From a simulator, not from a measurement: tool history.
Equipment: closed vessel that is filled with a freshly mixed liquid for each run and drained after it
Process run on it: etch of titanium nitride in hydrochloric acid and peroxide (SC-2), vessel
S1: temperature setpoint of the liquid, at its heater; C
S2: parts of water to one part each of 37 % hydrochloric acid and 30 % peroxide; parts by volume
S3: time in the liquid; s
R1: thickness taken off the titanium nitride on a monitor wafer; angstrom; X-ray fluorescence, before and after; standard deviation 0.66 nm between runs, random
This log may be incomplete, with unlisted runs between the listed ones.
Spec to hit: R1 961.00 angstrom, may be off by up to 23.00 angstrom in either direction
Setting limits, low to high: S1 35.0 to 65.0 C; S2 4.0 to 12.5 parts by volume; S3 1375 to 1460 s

{"run": 1, "hour": 0.0, "S1": 49.0, "S2": 7.0, "S3": 1375, "R1": 399.9}
{"run": 2, "hour": 8.1, "S1": 50.5, "S2": 7.0, "S3": 1375, "R1": 431.37}
{"run": 3, "hour": 14.8, "S1": 50.5, "S2": 5.5, "S3": 1375, "R1": 521.59}
{"run": 4, "hour": 17.8, "S1": 51.5, "S2": 5.5, "S3": 1375, "R1": 556.31}
{"run": 5, "hour": 22.8, "S1": 52.5, "S2": 5.5, "S3": 1375, "R1": 590.61}
{"run": 6, "hour": 29.7, "S1": 52.5, "S2": 5.5, "S3": 1460, "R1": 631.55}
{"run": 7, "hour": 31.3, "S1": 53.5, "S2": 5.5, "S3": 1460, "R1": 679.33}
{"run": 8, "hour": 37.2, "S1": 53.5, "S2": 5.5, "S3": 1460, "R1": 678.98}
{"run": 9, "hour": 39.2, "S1": 54.0, "S2": 5.5, "S3": 1460, "R1": 692.55}
{"run": 10, "hour": 46.0, "S1": 54.5, "S2": 5.5, "S3": 1460, "R1": 721.81}
{"run": 11, "hour": 54.5, "S1": 55.0, "S2": 5.5, "S3": 1460, "R1": 748.05}
{"run": 12, "hour": 62.8, "S1": 55.0, "S2": 5.5, "S3": 1460, "R1": 740.82}
{"run": 13, "hour": 68.4, "S1": 55.5, "S2": 5.5, "S3": 1460, "R1": 767.25}
{"run": 14, "hour": 71.0, "S1": 56.0, "S2": 5.5, "S3": 1460, "R1": 793.25}
{"run": 15, "hour": 79.8, "S1": 56.5, "S2": 5.5, "S3": 1460, "R1": 821.47}
{"run": 16, "hour": 87.6, "S1": 57.0, "S2": 5.5, "S3": 1460, "R1": 842.36}
{"run": 17, "hour": 91.4, "S1": 57.5, "S2": 5.5, "S3": 1460, "R1": 888.14}
{"run": 18, "hour": 100.8, "S1": 58.0, "S2": 5.5, "S3": 1460, "R1": 905.22}

Which single option among these 5 for the next run brings every result within its allowed miss of target? Just one does.
{"run": "A", "hour": 110.2, "S1": 59.0, "S2": 5.0, "S3": 1375, "R1": "?"}
{"run": "B", "hour": 110.2, "S1": 59.0, "S2": 4.5, "S3": 1375, "R1": "?"}
{"run": "C", "hour": 110.2, "S1": 58.5, "S2": 5.5, "S3": 1420, "R1": "?"}
{"run": "D", "hour": 110.2, "S1": 61.0, "S2": 6.5, "S3": 1395, "R1": "?"}
{"run": "E", "hour": 110.2, "S1": 58.5, "S2": 4.5, "S3": 1375, "R1": "?"}

move=A R1=977.96
move=B R1=1053.20
move=C R1=913.31
move=D R1=926.32
move=E R1=1020.40
A: hits every target within its allowed miss
B: the result that was furthest off in the last run now lies on the other side of its target
C: closer than the last run, but not yet in spec
D: closer than the last run, but not yet in spec
E: the result that was furthest off in the last run now lies on the other side of its target
The right move is A.
